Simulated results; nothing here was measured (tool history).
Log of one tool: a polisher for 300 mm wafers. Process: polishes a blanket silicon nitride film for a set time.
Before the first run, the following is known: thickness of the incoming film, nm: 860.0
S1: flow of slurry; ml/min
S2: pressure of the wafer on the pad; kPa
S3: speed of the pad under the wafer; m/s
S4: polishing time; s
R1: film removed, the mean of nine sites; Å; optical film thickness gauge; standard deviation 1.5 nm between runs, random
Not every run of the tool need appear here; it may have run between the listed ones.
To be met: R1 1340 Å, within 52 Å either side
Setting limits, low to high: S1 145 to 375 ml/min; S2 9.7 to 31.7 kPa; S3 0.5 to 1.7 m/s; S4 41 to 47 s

Run 1, hour 0: S1 240 ml/min, S2 20.7 kPa, S3 1.1 m/s, S4 47 s. Result: R1 915.51 Å.
Run 2, hour 1.8: S1 260 ml/min, S2 20.7 kPa, S3 1.1 m/s, S4 47 s. Result: R1 914.91 Å.
Run 3, hour 6.5: S1 260 ml/min, S2 20.7 kPa, S3 1.1 m/s, S4 41 s. Result: R1 794.23 Å.
Run 4, hour 13.4: S1 315 ml/min, S2 20.7 kPa, S3 1.1 m/s, S4 41 s. Result: R1 841.65 Å.
Run 5, hour 16.6: S1 315 ml/min, S2 16.5 kPa, S3 1.1 m/s, S4 41 s. Result: R1 692.33 Å.
Run 6, hour 22.3: S1 365 ml/min, S2 16.5 kPa, S3 1.1 m/s, S4 41 s. Result: R1 689.92 Å.
Run 7, hour 24: S1 365 ml/min, S2 20 kPa, S3 1.12 m/s, S4 41 s. Result: R1 811.48 Å.
Run 8, hour 31.4: S1 365 ml/min, S2 22.8 kPa, S3 1.14 m/s, S4 41 s. Result: R1 929.35 Å.
Run 9, hour 32: S1 365 ml/min, S2 24.8 kPa, S3 1.16 m/s, S4 41 s. Result: R1 962.32 Å.
Run 10, hour 40.4: S1 365 ml/min, S2 26.9 kPa, S3 1.22 m/s, S4 41 s. Result: R1 1043.8 Å.
Run 11, hour 43: S1 365 ml/min, S2 28.3 kPa, S3 1.28 m/s, S4 42 s. Result: R1 1170.2 Å.
Run 12, hour 49: S1 365 ml/min, S2 29 kPa, S3 1.3 m/s, S4 42 s. Result: R1 1190.8 Å.
Run 13, hour 51.7: S1 365 ml/min, S2 29 kPa, S3 1.3 m/s, S4 42 s. Result: R1 1198.9 Å.
Run 14, hour 59.8: S1 365 ml/min, S2 29.6 kPa, S3 1.32 m/s, S4 42 s. Result: R1 1228.8 Å.

Pick the move, out of 5, that brings all results within their allowed miss; only one does.
Run A, hour 67.9: S1 365 ml/min, S2 29.6 kPa, S3 1.54 m/s, S4 42 s. Result: R1 ?.
Run B, hour 67.9: S1 370 ml/min, S2 31 kPa, S3 1.26 m/s, S4 42 s. Result: R1 ?.
Run C, hour 67.9: S1 370 ml/min, S2 27.6 kPa, S3 1.22 m/s, S4 45 s. Result: R1 ?.
Run D, hour 67.9: S1 375 ml/min, S2 24.8 kPa, S3 1.46 m/s, S4 42 s. Result: R1 ?.
Run E, hour 67.9: S1 365 ml/min, S2 30.3 kPa, S3 1.18 m/s, S4 41 s. Result: R1 ?.

move      R1
   A  1317.5
   B    1232
   C  1180.6
   D  1113.3
   E  1141.6
A: every result within its allowed miss
B: roughly where the last run was
C: misses by more than the last run did
D: misses by more than the last run did
E: misses by more than the last run did
A meets every target.

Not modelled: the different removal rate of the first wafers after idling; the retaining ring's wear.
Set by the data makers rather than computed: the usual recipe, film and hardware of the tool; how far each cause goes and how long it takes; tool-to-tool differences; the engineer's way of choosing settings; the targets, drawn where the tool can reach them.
